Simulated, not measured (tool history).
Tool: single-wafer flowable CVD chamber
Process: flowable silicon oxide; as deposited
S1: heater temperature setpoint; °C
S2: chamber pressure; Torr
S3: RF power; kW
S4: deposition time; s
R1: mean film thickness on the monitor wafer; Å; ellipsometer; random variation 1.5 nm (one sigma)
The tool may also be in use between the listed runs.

{"run": 1, "hour": 0.0, "S1": 95, "S2": 0.977, "S3": 1.805, "S4": 393, "R1": 2864.9}
{"run": 2, "hour": 7.1, "S1": 85, "S2": 0.977, "S3": 1.805, "S4": 393, "R1": 3907.3}
{"run": 3, "hour": 9.9, "S1": 81, "S2": 0.978, "S3": 1.805, "S4": 393, "R1": 4405.7}
{"run": 4, "hour": 11.2, "S1": 81, "S2": 0.978, "S3": 1.805, "S4": 373, "R1": 4193.0}
{"run": 5, "hour": 18.2, "S1": 91, "S2": 0.978, "S3": 1.805, "S4": 373, "R1": 3070.4}
{"hour": 19.8, "done": "thermocouple changed; heater temperature recalibrated"}
{"run": 6, "hour": 19.8, "S1": 91, "S2": 0.847, "S3": 1.805, "S4": 373, "R1": 3224.2}

Expected results for the next run?
{"run": 7, "hour": 25.7, "S1": 85, "S2": 0.842, "S3": 1.805, "S4": 373, "R1": "?"}

{"run 7": {"R1": 3837.7}}
